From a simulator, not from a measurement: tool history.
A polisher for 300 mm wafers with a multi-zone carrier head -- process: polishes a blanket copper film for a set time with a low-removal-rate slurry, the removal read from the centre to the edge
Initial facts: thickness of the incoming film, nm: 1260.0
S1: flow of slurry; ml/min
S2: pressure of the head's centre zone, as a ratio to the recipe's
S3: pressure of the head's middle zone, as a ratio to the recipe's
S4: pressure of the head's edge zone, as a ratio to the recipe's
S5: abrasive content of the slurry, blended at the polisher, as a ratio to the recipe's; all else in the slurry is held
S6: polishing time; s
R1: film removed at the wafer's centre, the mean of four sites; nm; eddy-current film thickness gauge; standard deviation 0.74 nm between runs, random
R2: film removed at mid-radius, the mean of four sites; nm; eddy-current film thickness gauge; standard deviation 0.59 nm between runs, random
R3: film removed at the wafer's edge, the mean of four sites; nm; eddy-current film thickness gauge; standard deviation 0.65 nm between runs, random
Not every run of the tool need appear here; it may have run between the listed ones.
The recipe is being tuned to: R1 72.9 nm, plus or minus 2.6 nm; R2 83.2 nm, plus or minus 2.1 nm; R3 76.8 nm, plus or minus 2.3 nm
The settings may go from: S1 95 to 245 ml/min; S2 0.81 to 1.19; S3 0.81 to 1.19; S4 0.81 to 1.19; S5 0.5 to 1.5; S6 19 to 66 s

run	hour	S1	S2	S3	S4	S5	S6	R1	R2	R3
1	0	155	1	1	1	1	42	89.94	94.992	95.602
2	2.9	150	0.99	1	0.98	0.95	42	89.492	93.64	92.479
3	4.7	145	0.97	1	0.96	0.9	42	88.17	94.171	91.271
4	10.6	145	0.94	1	0.96	0.9	42	84.601	93.562	93.287
5	11.8	140	0.93	1	0.95	0.85	42	82.698	91.187	90.994
6	16.5	140	0.93	0.97	0.95	0.85	42	81.891	88.848	90.07
7	24	135	0.92	0.98	0.93	0.8	42	80.183	88.908	86.64
8	32.6	130	0.91	0.98	0.92	0.8	42	79.136	87.177	87.03
9	41	125	0.91	0.99	0.91	0.75	42	77.587	85.739	84.656
# hour 44.6: worn pad replaced by a new one
10	44.6	120	0.91	1	0.9	0.75	42	80.13	92.171	92.238
11	46.5	130	0.9	1	0.9	0.75	42	82.455	94.912	92.975
12	51	130	0.9	1	0.9	0.7	41	80.622	91.928	89.622
13	52.1	115	0.9	1.01	0.81	0.5	38	67.356	79.824	74.632

Which single option among these 5 for the next run brings every result within its allowed miss of target? Just one does.
A	53.2	105	0.94	1.04	0.82	0.65	39	?	?	?
B	53.2	105	0.87	1.01	0.81	0.55	37	?	?	?
C	53.2	130	0.84	0.89	0.89	0.5	38	?	?	?
D	53.2	145	1	0.96	0.83	0.6	35	?	?	?
E	53.2	115	0.98	1.06	0.81	0.5	37	?	?	?

move	R1	R2	R3
A	73.78	83.296	78.088
B	63.734	75.837	72.363
C	67.106	74.513	79.732
D	76.789	75.946	74.145
E	73.063	80.057	72.96
A: every result within its allowed miss
B: its largest miss is bigger than the last run's
C: its largest miss is bigger than the last run's
D: carries the result that was furthest off beyond its target, to the other side
E: the furthest-off result lands on target, but another misses its tolerance
Correct choice: A, which meets every target
